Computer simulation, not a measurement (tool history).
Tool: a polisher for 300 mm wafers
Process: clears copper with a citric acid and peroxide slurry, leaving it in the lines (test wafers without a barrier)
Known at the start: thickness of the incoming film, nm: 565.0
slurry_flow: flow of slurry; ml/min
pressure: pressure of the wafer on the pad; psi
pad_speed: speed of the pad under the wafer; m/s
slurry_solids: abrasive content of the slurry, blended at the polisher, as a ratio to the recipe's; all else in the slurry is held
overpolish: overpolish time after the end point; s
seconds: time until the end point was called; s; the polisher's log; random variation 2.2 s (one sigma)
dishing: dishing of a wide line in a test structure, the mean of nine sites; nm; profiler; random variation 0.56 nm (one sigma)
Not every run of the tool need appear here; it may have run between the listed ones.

run  hour  slurry_flow  pressure  pad_speed  slurry_solids  overpolish  seconds  dishing
  1     0          230         4        1.3              1          13    156.9   34.249
  2   3.4          225       3.8        1.3              1          15   161.76   36.583
  3     8          225       3.8        1.3              1          19   164.17   45.369
  4   9.6          225       3.8        1.3              1          14   162.68   35.133
  5  12.5          225       3.6        1.3              1          16      174   38.079
  6  15.9          225       3.6        1.3              1          20   172.22    45.25
  7  23.3          225       3.5        1.3              1          21   178.33   46.673
  8    26          225       3.4        1.3              1          21   183.92   44.875
  9  33.8          225       3.3        1.3              1          21    185.1   44.641

Run 10 comes next. What will it give?
 10  38.8          225       3.2        1.3              1          21        ?        ?

Run 10 gave seconds 190.27 s, dishing 43.738 nm.
